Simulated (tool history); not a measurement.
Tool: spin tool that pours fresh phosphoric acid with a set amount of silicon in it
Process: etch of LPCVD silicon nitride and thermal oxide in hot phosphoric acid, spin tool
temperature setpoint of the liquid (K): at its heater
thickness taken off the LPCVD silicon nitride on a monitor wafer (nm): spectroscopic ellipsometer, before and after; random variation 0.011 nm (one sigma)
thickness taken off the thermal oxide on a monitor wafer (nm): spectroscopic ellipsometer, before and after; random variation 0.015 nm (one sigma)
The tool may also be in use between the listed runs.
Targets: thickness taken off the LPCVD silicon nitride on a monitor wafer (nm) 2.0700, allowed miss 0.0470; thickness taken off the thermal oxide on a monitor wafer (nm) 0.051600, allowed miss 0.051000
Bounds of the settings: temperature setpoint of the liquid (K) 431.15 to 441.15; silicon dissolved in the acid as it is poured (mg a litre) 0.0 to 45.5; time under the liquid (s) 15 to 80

run,hour,temperature setpoint of the liquid (K),silicon dissolved in the acid as it is poured (mg a litre),time under the liquid (s),thickness taken off the LPCVD silicon nitride on a monitor wafer (nm),thickness taken off the thermal oxide on a monitor wafer (nm)
1,0.0,436.15,20.0,40,4.1609,0.103580
2,2.7,436.15,12.0,40,4.1573,0.110500
3,5.5,435.15,11.5,35,3.5037,0.081435
4,11.7,434.65,9.0,30,2.9838,0.086456
# hour 15.5: thermometer replaced
5,15.5,434.15,9.5,30,3.1416,0.077943
6,22.5,434.15,7.5,25,2.5940,0.074735
7,30.4,433.65,7.5,25,2.5949,0.097148
8,35.8,433.65,7.5,25,2.5721,0.059070
9,40.2,433.65,6.0,25,2.5880,0.043321
10,45.8,433.65,7.0,25,2.6021,0.086805
11,48.0,433.65,6.0,25,2.5902,0.074205
12,50.8,433.15,6.0,25,2.5400,0.037275

5 next moves are on the table. One of them brings every result within its allowed miss. Which?
A,53.6,437.15,4.0,20,?,?
B,53.6,433.65,15.5,20,?,?
C,53.6,438.15,12.0,20,?,?
D,53.6,431.65,3.0,30,?,?
E,53.6,432.65,26.5,35,?,?

move,thickness taken off the LPCVD silicon nitride on a monitor wafer (nm),thickness taken off the thermal oxide on a monitor wafer (nm)
A,2.3054,0.081870
B,2.0522,0.049055
C,2.3825,0.074224
D,2.8779,0.083496
E,3.4727,0.057515
A: nearer than the last run, and not there yet
B: meets every target
C: nearer than the last run, and not there yet
D: further off than the last run
E: further off than the last run
Move B is the one to make.
